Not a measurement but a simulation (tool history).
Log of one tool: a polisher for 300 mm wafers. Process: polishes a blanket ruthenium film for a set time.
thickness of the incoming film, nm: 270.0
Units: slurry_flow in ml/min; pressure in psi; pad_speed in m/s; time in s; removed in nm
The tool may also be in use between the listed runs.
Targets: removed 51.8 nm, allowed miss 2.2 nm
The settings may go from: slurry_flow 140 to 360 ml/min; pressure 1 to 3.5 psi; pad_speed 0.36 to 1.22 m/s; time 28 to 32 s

run,hour,slurry_flow,pressure,pad_speed,time,removed
1,0,230,2.2,0.78,32,31.626
2,6.2,230,2.2,0.94,32,38.816
3,13.3,230,2.2,0.8,32,31.829
4,21.7,230,2.5,0.8,32,37.403
5,24.6,230,2.5,0.9,32,41.217
6,29.9,230,2.5,0.9,28,35.872
7,34.7,230,2.7,0.9,28,39.275
8,39,230,2.9,0.9,28,41.087
9,44.2,230,3,0.92,28,44.454
10,46.4,230,3.1,0.92,28,45.635
11,50.4,230,3.2,0.92,28,47.194
12,51.4,230,3.3,0.92,28,48.03

4 next moves are on the table. One of them brings every result within its allowed miss. Which?
A,52.4,230,2.9,0.82,30,?
B,52.4,160,3.4,0.8,28,?
C,52.4,170,3,1.04,30,?
D,52.4,200,2.8,1,28,?

move,removed
A,40.969
B,42.351
C,52.098
D,44.335
A: further off than the last run
B: further off than the last run
C: meets every target
D: further off than the last run
Move C is the one to make.
